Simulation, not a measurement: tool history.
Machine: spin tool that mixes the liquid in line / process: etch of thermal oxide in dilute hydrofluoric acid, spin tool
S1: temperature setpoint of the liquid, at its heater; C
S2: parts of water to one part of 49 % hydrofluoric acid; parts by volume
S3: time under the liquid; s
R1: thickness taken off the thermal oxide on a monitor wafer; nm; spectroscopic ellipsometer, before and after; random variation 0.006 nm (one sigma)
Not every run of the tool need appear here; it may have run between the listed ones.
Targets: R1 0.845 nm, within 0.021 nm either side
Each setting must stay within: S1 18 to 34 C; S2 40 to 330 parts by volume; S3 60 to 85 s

{"run": 1, "hour": 0.0, "S1": 26, "S2": 185, "S3": 85, "R1": 1.982}
{"run": 2, "hour": 2.7, "S1": 26, "S2": 145, "S3": 85, "R1": 2.6403}
{"run": 3, "hour": 6.8, "S1": 26, "S2": 100, "S3": 85, "R1": 4.0832}
{"run": 4, "hour": 12.8, "S1": 24.5, "S2": 125, "S3": 85, "R1": 2.9559}
{"run": 5, "hour": 20.8, "S1": 28, "S2": 125, "S3": 85, "R1": 3.408}
{"run": 6, "hour": 26.6, "S1": 26.5, "S2": 150, "S3": 85, "R1": 2.6164}
{"run": 7, "hour": 28.0, "S1": 25, "S2": 170, "S3": 85, "R1": 2.1292}
{"run": 8, "hour": 33.5, "S1": 24, "S2": 185, "S3": 85, "R1": 1.8389}

Consider the 5 candidate settings below. Which is the only one whose results all fall within their allowed miss of target?
{"run": "A", "hour": 39.0, "S1": 22.5, "S2": 240, "S3": 60, "R1": "?"}
{"run": "B", "hour": 39.0, "S1": 21, "S2": 270, "S3": 65, "R1": "?"}
{"run": "C", "hour": 39.0, "S1": 23.5, "S2": 125, "S3": 85, "R1": "?"}
{"run": "D", "hour": 39.0, "S1": 22, "S2": 265, "S3": 60, "R1": "?"}
{"run": "E", "hour": 39.0, "S1": 23.5, "S2": 275, "S3": 65, "R1": "?"}

move=A R1=0.89847
move=B R1=0.7955
move=C R1=2.8724
move=D R1=0.77967
move=E R1=0.85064
A: better than the last run, though not everything is in spec
B: takes the biggest miss from the last run beyond its target
C: the biggest miss grows against the last run
D: takes the biggest miss from the last run beyond its target
E: hits every target within its allowed miss
So the answer is move E, the one that meets all the targets.
